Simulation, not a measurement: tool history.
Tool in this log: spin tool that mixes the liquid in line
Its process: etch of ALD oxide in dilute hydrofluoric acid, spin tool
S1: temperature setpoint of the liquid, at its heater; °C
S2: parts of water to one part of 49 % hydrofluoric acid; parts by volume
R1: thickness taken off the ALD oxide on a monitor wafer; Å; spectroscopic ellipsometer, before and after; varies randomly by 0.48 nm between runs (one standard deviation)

{"run": 1, "hour": 0.0, "S1": 22.0, "S2": 175, "time under the liquid (s)": 210, "R1": 315.52}
{"run": 2, "hour": 5.9, "S1": 19.0, "S2": 175, "time under the liquid (s)": 210, "R1": 281.28}
{"run": 3, "hour": 9.3, "S1": 19.0, "S2": 215, "time under the liquid (s)": 210, "R1": 220.1}
{"run": 4, "hour": 17.4, "S1": 21.5, "S2": 185, "time under the liquid (s)": 210, "R1": 289.49}
{"hour": 25.7, "done": "thermometer replaced"}
{"run": 5, "hour": 25.7, "S1": 23.5, "S2": 160, "time under the liquid (s)": 210, "R1": 345.84}
{"run": 6, "hour": 31.6, "S1": 25.0, "S2": 135, "time under the liquid (s)": 210, "R1": 443.6}

Estimate the outcome of run 7 from the log above:
{"run": 7, "hour": 37.5, "S1": 26.0, "S2": 125, "time under the liquid (s)": 210, "R1": "?"}

{"run 7": {"R1": 505.72}}
